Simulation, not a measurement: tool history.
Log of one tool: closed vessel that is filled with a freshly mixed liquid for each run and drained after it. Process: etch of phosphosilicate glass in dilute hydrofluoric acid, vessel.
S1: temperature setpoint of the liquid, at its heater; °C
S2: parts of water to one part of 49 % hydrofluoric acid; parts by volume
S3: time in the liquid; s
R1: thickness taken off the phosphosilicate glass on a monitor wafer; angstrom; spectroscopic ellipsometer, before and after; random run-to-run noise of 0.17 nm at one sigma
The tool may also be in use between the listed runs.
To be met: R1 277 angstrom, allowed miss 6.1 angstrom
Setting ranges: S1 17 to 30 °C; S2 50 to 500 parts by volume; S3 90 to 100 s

Run 1, day 0: S1 22 °C, S2 275 parts by volume, S3 90 s. Result: R1 368.64 angstrom.
Run 2, day 0.062: S1 19 °C, S2 275 parts by volume, S3 90 s. Result: R1 334.5 angstrom.
Run 3, day 0.162: S1 19 °C, S2 275 parts by volume, S3 90 s. Result: R1 336.86 angstrom.
Run 4, day 0.212: S1 18.5 °C, S2 280 parts by volume, S3 90 s. Result: R1 320.34 angstrom.
Run 5, day 0.421: S1 18 °C, S2 285 parts by volume, S3 90 s. Result: R1 309.87 angstrom.
Run 6, day 0.458: S1 18 °C, S2 285 parts by volume, S3 90 s. Result: R1 306.2 angstrom.
Run 7, day 0.729: S1 17.5 °C, S2 295 parts by volume, S3 90 s. Result: R1 286.34 angstrom.
At day 1.021: hydrofluoric acid flow meter replaced.
Run 8, day 1.021: S1 17 °C, S2 295 parts by volume, S3 90 s. Result: R1 308.43 angstrom.
Run 9, day 1.392: S1 17 °C, S2 300 parts by volume, S3 90 s. Result: R1 300.93 angstrom.
Run 10, day 1.683: S1 17 °C, S2 305 parts by volume, S3 90 s. Result: R1 293.86 angstrom.
Run 11, day 1.8: S1 17 °C, S2 310 parts by volume, S3 90 s. Result: R1 292.29 angstrom.
Run 12, day 2.096: S1 17 °C, S2 315 parts by volume, S3 90 s. Result: R1 286.49 angstrom.

Exactly one of the 5 candidate moves below puts every result within its allowed miss. Which one?
Run A, day 2.392: S1 17 °C, S2 335 parts by volume, S3 95 s. Result: R1 ?.
Run B, day 2.392: S1 17.5 °C, S2 305 parts by volume, S3 90 s. Result: R1 ?.
Run C, day 2.392: S1 18.5 °C, S2 315 parts by volume, S3 90 s. Result: R1 ?.
Run D, day 2.392: S1 20 °C, S2 340 parts by volume, S3 95 s. Result: R1 ?.
Run E, day 2.392: S1 17 °C, S2 320 parts by volume, S3 95 s. Result: R1 ?.

move      R1
   A  277.67
   B  301.78
   C  300.72
   D  303.96
   E  294.27
A: hits every target within its allowed miss
B: moves away from the targets compared with the last run
C: moves away from the targets compared with the last run
D: moves away from the targets compared with the last run
E: moves away from the targets compared with the last run
Correct choice: A, which meets every target
